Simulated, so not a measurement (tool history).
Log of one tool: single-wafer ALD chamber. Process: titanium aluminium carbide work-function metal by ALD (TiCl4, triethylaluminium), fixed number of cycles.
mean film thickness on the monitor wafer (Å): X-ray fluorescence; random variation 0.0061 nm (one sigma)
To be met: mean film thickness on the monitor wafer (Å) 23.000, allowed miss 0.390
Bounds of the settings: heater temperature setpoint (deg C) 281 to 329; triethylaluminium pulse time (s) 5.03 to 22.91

run,hour,heater temperature setpoint (deg C),triethylaluminium pulse time (s),mean film thickness on the monitor wafer (Å)
1,0.0,305,13.97,21.327
2,3.6,310,14.52,21.975
3,11.7,310,16.98,22.005
4,17.6,299,16.98,20.829
5,23.9,291,16.98,20.052
6,25.5,291,15.33,20.023
7,30.7,301,15.76,21.056
8,34.9,313,17.68,22.327
9,40.3,315,17.76,22.444

5 next moves are on the table. One of them brings every result within its allowed miss. Which?
A,45.7,314,14.57,?
B,45.7,315,10.97,?
C,45.7,311,17.45,?
D,45.7,307,22.51,?
E,45.7,320,16.94,?

move,mean film thickness on the monitor wafer (Å)
A,22.225
B,22.120
C,21.988
D,21.625
E,22.922
A: further off than the last run
B: further off than the last run
C: further off than the last run
D: further off than the last run
E: meets every target
Move E is the one to make.
